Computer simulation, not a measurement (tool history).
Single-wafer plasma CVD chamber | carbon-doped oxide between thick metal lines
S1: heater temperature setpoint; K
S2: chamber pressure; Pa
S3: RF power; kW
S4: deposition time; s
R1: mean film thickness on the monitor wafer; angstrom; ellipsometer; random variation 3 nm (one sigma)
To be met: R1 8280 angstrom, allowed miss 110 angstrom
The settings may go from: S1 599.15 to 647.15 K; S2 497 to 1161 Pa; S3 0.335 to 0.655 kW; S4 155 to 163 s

Run 1, hour 0: S1 623.15 K, S2 829 Pa, S3 0.495 kW, S4 163 s. Result: R1 8933.4 angstrom.
Run 2, hour 8.6: S1 623.15 K, S2 829 Pa, S3 0.45 kW, S4 163 s. Result: R1 8443.6 angstrom.
Run 3, hour 11.6: S1 624.15 K, S2 823 Pa, S3 0.45 kW, S4 163 s. Result: R1 8374 angstrom.
Run 4, hour 19.8: S1 624.15 K, S2 820 Pa, S3 0.45 kW, S4 163 s. Result: R1 8428.2 angstrom.
Run 5, hour 23.1: S1 625.15 K, S2 813 Pa, S3 0.45 kW, S4 163 s. Result: R1 8342.7 angstrom.
Run 6, hour 27.8: S1 625.15 K, S2 812 Pa, S3 0.45 kW, S4 163 s. Result: R1 8373.9 angstrom.
Run 7, hour 35.5: S1 625.15 K, S2 808 Pa, S3 0.45 kW, S4 163 s. Result: R1 8366.8 angstrom.
Run 8, hour 43.7: S1 625.15 K, S2 805 Pa, S3 0.45 kW, S4 163 s. Result: R1 8381.7 angstrom.

5 next moves are on the table. One of them brings every result within its allowed miss. Which?
Run A, hour 51.9: S1 615.15 K, S2 797 Pa, S3 0.48 kW, S4 155 s. Result: R1 ?.
Run B, hour 51.9: S1 616.15 K, S2 903 Pa, S3 0.44 kW, S4 158 s. Result: R1 ?.
Run C, hour 51.9: S1 629.15 K, S2 855 Pa, S3 0.46 kW, S4 163 s. Result: R1 ?.
Run D, hour 51.9: S1 624.15 K, S2 901 Pa, S3 0.465 kW, S4 161 s. Result: R1 ?.
Run E, hour 51.9: S1 623.15 K, S2 748 Pa, S3 0.46 kW, S4 163 s. Result: R1 ?.

move      R1
   A  8538.5
   B  8300.1
   C  8530.5
   D  8609.4
   E    8531
A: further off than the last run
B: meets every target
C: further off than the last run
D: further off than the last run
E: further off than the last run
The right move is B.

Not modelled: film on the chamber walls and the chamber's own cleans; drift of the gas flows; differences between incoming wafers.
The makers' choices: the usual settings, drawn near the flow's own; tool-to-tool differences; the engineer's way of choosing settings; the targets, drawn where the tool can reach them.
